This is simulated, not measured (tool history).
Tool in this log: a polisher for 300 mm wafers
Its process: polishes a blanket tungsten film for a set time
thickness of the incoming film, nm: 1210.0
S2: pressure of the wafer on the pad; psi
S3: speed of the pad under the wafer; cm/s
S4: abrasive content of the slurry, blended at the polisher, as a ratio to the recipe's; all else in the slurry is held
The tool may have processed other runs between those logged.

run 1 hour=0 | flow_of_slurry_(ml/min)=150 S2=4.8 S3=126 S4=1 polishing_time_(s)=70 | film_removed_(nm)=516.91
run 2 hour=7.4 | flow_of_slurry_(ml/min)=150 S2=4.8 S3=98 S4=1 polishing_time_(s)=70 | film_removed_(nm)=401.96
run 3 hour=8.7 | flow_of_slurry_(ml/min)=150 S2=4.8 S3=98 S4=1.2 polishing_time_(s)=70 | film_removed_(nm)=417.94
run 4 hour=9.4 | flow_of_slurry_(ml/min)=150 S2=3.7 S3=98 S4=1.2 polishing_time_(s)=70 | film_removed_(nm)=340.67
run 5 hour=17.3 | flow_of_slurry_(ml/min)=130 S2=3.7 S3=98 S4=1.2 polishing_time_(s)=70 | film_removed_(nm)=326.17
run 6 hour=19.4 | flow_of_slurry_(ml/min)=130 S2=3.7 S3=98 S4=1.05 polishing_time_(s)=70 | film_removed_(nm)=319.59
run 7 hour=27.3 | flow_of_slurry_(ml/min)=130 S2=3.7 S3=98 S4=1.05 polishing_time_(s)=70 | film_removed_(nm)=319.04

Run 8, settings as shown, results not yet in. Your forecast:
run 8 hour=32.1 | flow_of_slurry_(ml/min)=140 S2=4.1 S3=98 S4=1.05 polishing_time_(s)=70 | film_removed_(nm)=?

Run 8 produced film removed (nm) 358.65.
